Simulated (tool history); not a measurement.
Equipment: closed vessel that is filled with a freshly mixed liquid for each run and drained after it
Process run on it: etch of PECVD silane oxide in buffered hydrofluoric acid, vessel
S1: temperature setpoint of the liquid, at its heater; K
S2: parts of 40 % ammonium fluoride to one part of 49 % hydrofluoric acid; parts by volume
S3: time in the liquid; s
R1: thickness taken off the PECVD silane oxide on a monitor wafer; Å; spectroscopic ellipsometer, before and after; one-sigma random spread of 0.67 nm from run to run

run  hour      S1    S2  S3      R1
  1   0.0  298.15  24.0  90  623.62
  2   7.0  298.15  24.0  90  619.89
  3  14.6  300.15  24.0  90  707.17
  4  18.2  300.65  24.0  90  704.70
  5  22.9  300.65  29.5  90  618.82
  6  24.5  301.65  29.5  90  660.08

Run 7 has not been measured yet. What should we expect?
  7  28.2  302.15  29.5  90   ?

{"run 7": {"R1": 667.61}}
